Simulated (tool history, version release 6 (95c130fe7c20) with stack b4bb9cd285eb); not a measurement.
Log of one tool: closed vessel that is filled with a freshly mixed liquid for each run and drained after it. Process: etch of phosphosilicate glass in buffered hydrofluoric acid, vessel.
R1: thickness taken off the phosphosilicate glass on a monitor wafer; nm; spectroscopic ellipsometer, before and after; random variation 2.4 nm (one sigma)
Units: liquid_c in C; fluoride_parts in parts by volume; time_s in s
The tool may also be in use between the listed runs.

{"run": 1, "hour": 0.0, "liquid_c": 24.0, "fluoride_parts": 11.0, "time_s": 90, "R1": 554.13}
{"run": 2, "hour": 5.3, "liquid_c": 21.5, "fluoride_parts": 11.5, "time_s": 90, "R1": 457.87}
{"run": 3, "hour": 13.6, "liquid_c": 20.0, "fluoride_parts": 11.5, "time_s": 90, "R1": 422.73}
{"run": 4, "hour": 21.5, "liquid_c": 20.0, "fluoride_parts": 11.5, "time_s": 90, "R1": 425.8}
{"run": 5, "hour": 29.8, "liquid_c": 19.0, "fluoride_parts": 11.5, "time_s": 90, "R1": 400.38}
{"hour": 38.5, "done": "hydrofluoric acid flow meter replaced"}
{"run": 6, "hour": 38.5, "liquid_c": 19.0, "fluoride_parts": 11.5, "time_s": 95, "R1": 441.9}
{"run": 7, "hour": 45.1, "liquid_c": 18.5, "fluoride_parts": 12.0, "time_s": 95, "R1": 414.67}
{"run": 8, "hour": 51.2, "liquid_c": 18.0, "fluoride_parts": 12.5, "time_s": 95, "R1": 393.36}
{"run": 9, "hour": 59.9, "liquid_c": 18.0, "fluoride_parts": 12.5, "time_s": 95, "R1": 389.1}
{"run": 10, "hour": 60.5, "liquid_c": 18.0, "fluoride_parts": 12.5, "time_s": 95, "R1": 390.67}
{"run": 11, "hour": 62.7, "liquid_c": 17.5, "fluoride_parts": 12.5, "time_s": 95, "R1": 376.27}

Forecast run 12:
{"run": 12, "hour": 69.1, "liquid_c": 17.5, "fluoride_parts": 12.5, "time_s": 95, "R1": "?"}

{"run 12": {"R1": 381.62}}

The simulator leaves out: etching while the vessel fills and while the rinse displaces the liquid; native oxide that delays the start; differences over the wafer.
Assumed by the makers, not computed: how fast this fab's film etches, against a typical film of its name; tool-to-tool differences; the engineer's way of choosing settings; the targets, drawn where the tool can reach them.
